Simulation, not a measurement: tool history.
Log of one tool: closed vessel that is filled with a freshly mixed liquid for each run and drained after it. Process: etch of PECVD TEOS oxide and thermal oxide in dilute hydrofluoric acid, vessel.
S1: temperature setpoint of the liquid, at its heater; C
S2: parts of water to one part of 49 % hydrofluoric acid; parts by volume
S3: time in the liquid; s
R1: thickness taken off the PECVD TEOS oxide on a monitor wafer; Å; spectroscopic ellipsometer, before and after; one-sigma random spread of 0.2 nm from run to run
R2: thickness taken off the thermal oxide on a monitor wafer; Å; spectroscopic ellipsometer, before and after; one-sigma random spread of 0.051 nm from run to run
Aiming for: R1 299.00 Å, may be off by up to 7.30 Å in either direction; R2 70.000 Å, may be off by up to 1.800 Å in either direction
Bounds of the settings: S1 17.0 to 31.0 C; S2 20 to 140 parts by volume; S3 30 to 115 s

| run | hour | S1 | S2 | S3 | R1 | R2 |
|---|---|---|---|---|---|---|
| 1 | 0.0 | 23.0 | 75 | 60 | 154.32 | 36.747 |
| 2 | 2.8 | 23.0 | 55 | 60 | 217.42 | 52.003 |
| 3 | 5.0 | 24.5 | 55 | 60 | 232.30 | 54.705 |
| 4 | 13.1 | 24.5 | 65 | 60 | 195.17 | 45.799 |
| 5 | 20.6 | 24.5 | 50 | 60 | 257.84 | 61.175 |
| 6 | 27.6 | 25.0 | 50 | 60 | 262.53 | 61.901 |
| 7 | 28.4 | 25.5 | 50 | 60 | 264.80 | 61.871 |
| 8 | 34.6 | 26.0 | 50 | 60 | 277.17 | 63.905 |

Which single option among these 4 for the next run brings every result within its allowed miss of target? Just one does.
| A | 40.8 | 27.5 | 60 | 65 | ? | ? |
| B | 40.8 | 22.5 | 50 | 75 | ? | ? |
| C | 40.8 | 24.0 | 60 | 70 | ? | ? |
| D | 40.8 | 24.5 | 45 | 65 | ? | ? |

| move | R1 | R2 |
|---|---|---|
| A | 259.44 | 60.146 |
| B | 297.13 | 68.882 |
| C | 242.69 | 56.261 |
| D | 312.87 | 72.532 |
A: its largest miss is bigger than the last run's
B: every result within its allowed miss
C: its largest miss is bigger than the last run's
D: moves the result that the last run missed by most past its target, out the other side
Answer: B
